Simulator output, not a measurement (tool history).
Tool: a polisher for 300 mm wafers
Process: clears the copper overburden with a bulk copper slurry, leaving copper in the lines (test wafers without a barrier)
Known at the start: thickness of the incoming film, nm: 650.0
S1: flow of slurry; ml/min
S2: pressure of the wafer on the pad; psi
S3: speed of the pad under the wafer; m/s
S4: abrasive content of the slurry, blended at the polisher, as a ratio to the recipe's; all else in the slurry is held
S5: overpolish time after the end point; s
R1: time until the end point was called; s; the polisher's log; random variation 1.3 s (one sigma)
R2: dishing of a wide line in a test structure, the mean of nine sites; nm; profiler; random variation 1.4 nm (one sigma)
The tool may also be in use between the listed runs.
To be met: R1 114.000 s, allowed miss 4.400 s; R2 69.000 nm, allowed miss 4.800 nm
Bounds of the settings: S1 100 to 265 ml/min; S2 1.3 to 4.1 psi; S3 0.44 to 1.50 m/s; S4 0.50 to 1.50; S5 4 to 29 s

run  hour   S1   S2    S3    S4  S5       R1      R2
  1   0.0  170  2.7  0.96  1.00  15   91.531  71.640
  2   6.3  170  2.7  0.84  1.00  15   99.065  66.997
  3  13.1  170  2.6  0.84  1.00  16  100.900  68.774
  4  15.6  165  2.5  0.84  1.00  16  105.660  66.991
  5  19.5  165  2.5  0.84  1.00  10  106.580  45.201
  6  24.7  185  2.5  0.84  1.00  10  102.010  45.896
     33.6  -- slurry blender recalibrated
  7  33.6  175  2.5  0.84  1.00  11   95.861  51.095
  8  42.7  165  2.5  0.84  1.00  12   96.741  57.445
  9  45.0  165  2.4  0.84  1.00  13  101.460  58.967
 10  52.9  160  2.3  0.84  1.00  13  104.960  55.080
 11  56.3  160  2.3  0.84  1.00  14  106.480  60.616
 12  63.0  155  2.1  0.84  1.00  15  117.020  60.367
 13  67.1  155  2.2  0.84  1.00  16  111.080  62.219

Which of these 4 next moves meets every target?
  A  71.2  135  2.8  0.64  0.95  14   ?   ?
  B  71.2  140  2.3  0.94  1.00  13   ?   ?
  C  71.2  175  2.0  0.94  0.95  15   ?   ?
  D  71.2  180  2.4  0.66  1.00  18   ?   ?

move       R1      R2
   A  105.710  58.218
   B  101.480  55.705
   C  113.210  56.456
   D  114.110  65.940
A: further off than the last run
B: further off than the last run
C: further off than the last run
D: meets every target
Move D is the one to make.
